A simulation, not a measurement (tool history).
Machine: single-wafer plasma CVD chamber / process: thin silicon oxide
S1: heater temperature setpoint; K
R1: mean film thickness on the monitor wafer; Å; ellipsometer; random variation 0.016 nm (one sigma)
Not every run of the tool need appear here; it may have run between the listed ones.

Run 1, hour 0.0: S1 688.15 K, chamber pressure (Torr) 0.562, RF power (W) 365, deposition time (s) 7.41. Result: R1 107.910 Å.
Run 2, hour 5.5: S1 688.15 K, chamber pressure (Torr) 0.526, RF power (W) 365, deposition time (s) 7.41. Result: R1 100.600 Å.
Run 3, hour 6.1: S1 688.15 K, chamber pressure (Torr) 0.497, RF power (W) 365, deposition time (s) 7.41. Result: R1 95.898 Å.
Run 4, hour 13.3: S1 696.15 K, chamber pressure (Torr) 0.497, RF power (W) 365, deposition time (s) 7.41. Result: R1 95.347 Å.
Run 5, hour 20.2: S1 696.15 K, chamber pressure (Torr) 0.472, RF power (W) 365, deposition time (s) 7.41. Result: R1 90.750 Å.
Run 6, hour 21.0: S1 696.15 K, chamber pressure (Torr) 0.453, RF power (W) 365, deposition time (s) 7.41. Result: R1 87.185 Å.
Run 7, hour 23.9: S1 696.15 K, chamber pressure (Torr) 0.439, RF power (W) 365, deposition time (s) 7.41. Result: R1 84.246 Å.
Run 8, hour 27.7: S1 696.15 K, chamber pressure (Torr) 0.429, RF power (W) 365, deposition time (s) 7.41. Result: R1 82.699 Å.
Run 9, hour 35.7: S1 696.15 K, chamber pressure (Torr) 0.420, RF power (W) 365, deposition time (s) 7.41. Result: R1 80.459 Å.
Run 10, hour 42.2: S1 696.15 K, chamber pressure (Torr) 0.414, RF power (W) 365, deposition time (s) 7.41. Result: R1 79.617 Å.
Run 11, hour 50.4: S1 696.15 K, chamber pressure (Torr) 0.409, RF power (W) 365, deposition time (s) 7.41. Result: R1 78.483 Å.

Predict the results of run 12:
Run 12, hour 57.8: S1 696.15 K, chamber pressure (Torr) 0.406, RF power (W) 365, deposition time (s) 7.41. Result: R1 ?.

For run 12 the tool returned R1 78.122 Å.

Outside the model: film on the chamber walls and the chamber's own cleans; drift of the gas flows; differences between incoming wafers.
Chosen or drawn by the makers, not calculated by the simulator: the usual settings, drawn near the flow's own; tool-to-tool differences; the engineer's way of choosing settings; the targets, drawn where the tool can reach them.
